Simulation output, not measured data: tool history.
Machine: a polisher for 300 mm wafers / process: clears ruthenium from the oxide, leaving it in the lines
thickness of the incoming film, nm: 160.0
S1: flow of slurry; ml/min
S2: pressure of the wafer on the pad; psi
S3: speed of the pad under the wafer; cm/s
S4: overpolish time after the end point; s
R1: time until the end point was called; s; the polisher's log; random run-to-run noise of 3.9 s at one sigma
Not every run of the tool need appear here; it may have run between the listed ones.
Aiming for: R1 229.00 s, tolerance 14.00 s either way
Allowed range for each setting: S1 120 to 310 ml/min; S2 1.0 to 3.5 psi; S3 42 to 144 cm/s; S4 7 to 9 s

{"run": 1, "day": 0.0, "S1": 200, "S2": 2.2, "S3": 92, "S4": 9, "R1": 166.34}
{"run": 2, "day": 0.242, "S1": 200, "S2": 2.1, "S3": 92, "S4": 9, "R1": 175.13}
{"run": 3, "day": 0.525, "S1": 160, "S2": 2.1, "S3": 92, "S4": 9, "R1": 178.03}
{"run": 4, "day": 0.679, "S1": 160, "S2": 2.1, "S3": 78, "S4": 9, "R1": 204.65}
{"run": 5, "day": 1.012, "S1": 160, "S2": 2.4, "S3": 78, "S4": 9, "R1": 181.95}
{"run": 6, "day": 1.208, "S1": 205, "S2": 2.4, "S3": 78, "S4": 9, "R1": 176.47}
{"run": 7, "day": 1.325, "S1": 205, "S2": 2.3, "S3": 78, "S4": 9, "R1": 182.01}
{"run": 8, "day": 1.412, "S1": 205, "S2": 2.2, "S3": 78, "S4": 9, "R1": 195.75}
{"run": 9, "day": 1.462, "S1": 205, "S2": 2.1, "S3": 78, "S4": 9, "R1": 200.45}

Exactly one of the 5 candidate moves below puts every result within its allowed miss. Which one?
{"run": "A", "day": 1.512, "S1": 190, "S2": 2.4, "S3": 84, "S4": 7, "R1": "?"}
{"run": "B", "day": 1.512, "S1": 250, "S2": 1.9, "S3": 72, "S4": 9, "R1": "?"}
{"run": "C", "day": 1.512, "S1": 200, "S2": 2.3, "S3": 84, "S4": 7, "R1": "?"}
{"run": "D", "day": 1.512, "S1": 195, "S2": 2.4, "S3": 92, "S4": 9, "R1": "?"}
{"run": "E", "day": 1.512, "S1": 175, "S2": 2.4, "S3": 70, "S4": 9, "R1": "?"}

move=A R1=172.94
move=B R1=238.31
move=C R1=178.45
move=D R1=157.92
move=E R1=208.04
A: the biggest miss grows against the last run
B: all results in spec
C: the biggest miss grows against the last run
D: the biggest miss grows against the last run
E: moves toward the targets from the last run without getting all of them in spec
Correct choice: B, which meets every target

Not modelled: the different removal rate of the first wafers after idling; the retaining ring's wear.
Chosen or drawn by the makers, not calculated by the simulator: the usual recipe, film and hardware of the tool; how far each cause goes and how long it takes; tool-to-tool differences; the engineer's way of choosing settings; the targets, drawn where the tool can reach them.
